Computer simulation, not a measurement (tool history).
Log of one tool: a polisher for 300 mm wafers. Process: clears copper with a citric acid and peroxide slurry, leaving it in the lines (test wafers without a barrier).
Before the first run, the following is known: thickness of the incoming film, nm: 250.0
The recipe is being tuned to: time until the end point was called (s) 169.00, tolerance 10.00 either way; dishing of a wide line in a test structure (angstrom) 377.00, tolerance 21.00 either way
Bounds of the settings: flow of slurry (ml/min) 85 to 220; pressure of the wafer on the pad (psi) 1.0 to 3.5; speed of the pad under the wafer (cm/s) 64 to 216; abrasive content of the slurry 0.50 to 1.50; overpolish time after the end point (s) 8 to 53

| run | hour | flow of slurry (ml/min) | pressure of the wafer on the pad (psi) | speed of the pad under the wafer (cm/s) | abrasive content of the slurry | overpolish time after the end point (s) | time until the end point was called (s) | dishing of a wide line in a test structure (angstrom) |
|---|---|---|---|---|---|---|---|---|
| 1 | 0.0 | 140 | 2.2 | 140 | 1.00 | 27 | 112.13 | 361.44 |
| 2 | 1.1 | 140 | 2.2 | 140 | 0.90 | 27 | 119.45 | 346.34 |
| 3 | 7.4 | 170 | 2.2 | 140 | 0.90 | 27 | 115.54 | 368.30 |
| 4 | 9.0 | 170 | 2.2 | 140 | 1.00 | 27 | 113.06 | 360.24 |
| 5 | 13.6 | 205 | 2.2 | 140 | 1.00 | 27 | 109.04 | 367.60 |
| 6 | 20.5 | 205 | 2.1 | 140 | 0.95 | 29 | 115.95 | 371.76 |
| 7 | 23.8 | 205 | 2.0 | 140 | 0.95 | 31 | 118.65 | 383.49 |
| 8 | 28.3 | 205 | 1.9 | 138 | 0.95 | 33 | 127.33 | 376.98 |
| 9 | 36.9 | 205 | 1.8 | 138 | 0.95 | 34 | 131.42 | 383.12 |
| 10 | 44.5 | 205 | 1.7 | 138 | 0.95 | 35 | 139.84 | 371.91 |
| 11 | 50.8 | 205 | 1.6 | 138 | 0.95 | 36 | 146.99 | 365.72 |
| 12 | 52.3 | 205 | 1.6 | 138 | 0.95 | 37 | 142.21 | 363.23 |
| 13 | 61.1 | 205 | 1.6 | 136 | 0.95 | 38 | 146.99 | 373.21 |
| 14 | 67.3 | 205 | 1.6 | 136 | 0.95 | 39 | 147.02 | 379.97 |
| 15 | 70.8 | 205 | 1.6 | 136 | 0.95 | 40 | 149.28 | 384.83 |
| 16 | 78.8 | 205 | 1.6 | 136 | 0.95 | 41 | 142.31 | 383.63 |
| 17 | 79.9 | 205 | 1.5 | 136 | 0.95 | 42 | 156.94 | 382.56 |

Which single option among these 5 for the next run brings every result within its allowed miss of target? Just one does.
| A | 81.0 | 205 | 1.3 | 118 | 0.95 | 52 | ? | ? |
| B | 81.0 | 215 | 1.5 | 108 | 0.80 | 50 | ? | ? |
| C | 81.0 | 220 | 1.3 | 140 | 0.90 | 44 | ? | ? |
| D | 81.0 | 190 | 1.5 | 150 | 0.95 | 38 | ? | ? |
| E | 81.0 | 185 | 1.3 | 162 | 1.10 | 39 | ? | ? |

| move | time until the end point was called (s) | dishing of a wide line in a test structure (angstrom) |
|---|---|---|
| A | 198.82 | 374.29 |
| B | 197.57 | 370.03 |
| C | 169.10 | 372.28 |
| D | 143.00 | 380.71 |
| E | 145.56 | 378.73 |
A: pushes the last run's worst result past its target
B: pushes the last run's worst result past its target
C: meets every target
D: misses by more than the last run did
E: misses by more than the last run did
C meets every target.
